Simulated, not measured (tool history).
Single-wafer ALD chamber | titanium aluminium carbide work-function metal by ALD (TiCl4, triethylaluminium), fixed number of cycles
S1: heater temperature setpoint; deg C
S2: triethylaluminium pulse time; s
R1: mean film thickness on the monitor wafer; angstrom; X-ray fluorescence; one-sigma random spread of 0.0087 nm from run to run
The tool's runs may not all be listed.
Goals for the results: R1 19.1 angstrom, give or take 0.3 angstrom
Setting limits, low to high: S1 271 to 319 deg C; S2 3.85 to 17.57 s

run 1 day=0 | S1=295 S2=10.71 | R1=20.835
run 2 day=0.162 | S1=300 S2=10.71 | R1=21.508
run 3 day=0.4 | S1=300 S2=8.5 | R1=20.388
run 4 day=0.708 | S1=310 S2=8.5 | R1=21.283
run 5 day=0.917 | S1=310 S2=9.72 | R1=22.049
run 6 day=1.133 | S1=303 S2=9.37 | R1=21.323
run 7 day=1.35 | S1=297 S2=8.99 | R1=20.5
run 8 day=1.529 | S1=293 S2=8.72 | R1=19.845
run 9 day=1.767 | S1=291 S2=8.62 | R1=19.879
run 10 day=1.812 | S1=289 S2=8.45 | R1=19.361

Pick the move, out of 4, that brings all results within their allowed miss; only one does.
run A day=1.858 | S1=291 S2=7.94 | R1=?
run B day=1.858 | S1=286 S2=9.59 | R1=?
run C day=1.858 | S1=290 S2=8.53 | R1=?
run D day=1.858 | S1=291 S2=9.38 | R1=?

move=A R1=19.278
move=B R1=19.762
move=C R1=19.614
move=D R1=20.158
A: every result lands within tolerance
B: the biggest miss grows against the last run
C: the biggest miss grows against the last run
D: the biggest miss grows against the last run
A is the move that brings every result within its allowed miss.
